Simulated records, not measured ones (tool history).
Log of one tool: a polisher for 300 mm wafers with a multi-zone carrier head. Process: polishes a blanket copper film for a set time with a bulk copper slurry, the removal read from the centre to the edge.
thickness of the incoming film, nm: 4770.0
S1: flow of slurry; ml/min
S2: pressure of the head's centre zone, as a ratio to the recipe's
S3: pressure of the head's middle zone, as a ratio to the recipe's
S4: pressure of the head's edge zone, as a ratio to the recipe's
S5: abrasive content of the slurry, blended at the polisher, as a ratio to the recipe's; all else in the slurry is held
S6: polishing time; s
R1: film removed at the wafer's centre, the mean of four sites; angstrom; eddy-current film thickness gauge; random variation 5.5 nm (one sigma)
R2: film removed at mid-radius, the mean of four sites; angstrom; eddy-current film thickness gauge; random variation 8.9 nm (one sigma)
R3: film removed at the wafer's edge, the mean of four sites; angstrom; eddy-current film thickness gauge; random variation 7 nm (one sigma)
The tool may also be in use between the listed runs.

{"run": 1, "hour": 0.0, "S1": 295, "S2": 1, "S3": 1, "S4": 1, "S5": 1, "S6": 42, "R1": 3969.1, "R2": 3980.8, "R3": 3895.1}
{"run": 2, "hour": 1.8, "S1": 295, "S2": 1, "S3": 1, "S4": 1, "S5": 1, "S6": 36, "R1": 3402.7, "R2": 3377.5, "R3": 3314.2}
{"run": 3, "hour": 9.8, "S1": 300, "S2": 1.02, "S3": 1.03, "S4": 1.04, "S5": 1.15, "S6": 42, "R1": 4148.5, "R2": 4227.7, "R3": 3956.8}
{"run": 4, "hour": 14.0, "S1": 300, "S2": 1.02, "S3": 1.03, "S4": 1.04, "S5": 1.3, "S6": 42, "R1": 4199.6, "R2": 4265.1, "R3": 4203.7}
{"run": 5, "hour": 22.3, "S1": 305, "S2": 1.03, "S3": 1.04, "S4": 1.04, "S5": 1.35, "S6": 47, "R1": 4855.7, "R2": 4904.8, "R3": 4806.3}
{"run": 6, "hour": 23.7, "S1": 240, "S2": 1.03, "S3": 1.04, "S4": 1.04, "S5": 1.35, "S6": 47, "R1": 4743.1, "R2": 4777.5, "R3": 4613.7}
{"run": 7, "hour": 25.8, "S1": 275, "S2": 1.05, "S3": 1.06, "S4": 1.07, "S5": 1.4, "S6": 49, "R1": 5142.9, "R2": 5243.7, "R3": 5115.4}

Forecast run 8:
{"run": 8, "hour": 27.8, "S1": 300, "S2": 1.09, "S3": 1.09, "S4": 1.1, "S5": 1.45, "S6": 50, "R1": "?", "R2": "?", "R3": "?"}

{"run 8": {"R1": 5516.1, "R2": 5568.2, "R3": 5220.8}}

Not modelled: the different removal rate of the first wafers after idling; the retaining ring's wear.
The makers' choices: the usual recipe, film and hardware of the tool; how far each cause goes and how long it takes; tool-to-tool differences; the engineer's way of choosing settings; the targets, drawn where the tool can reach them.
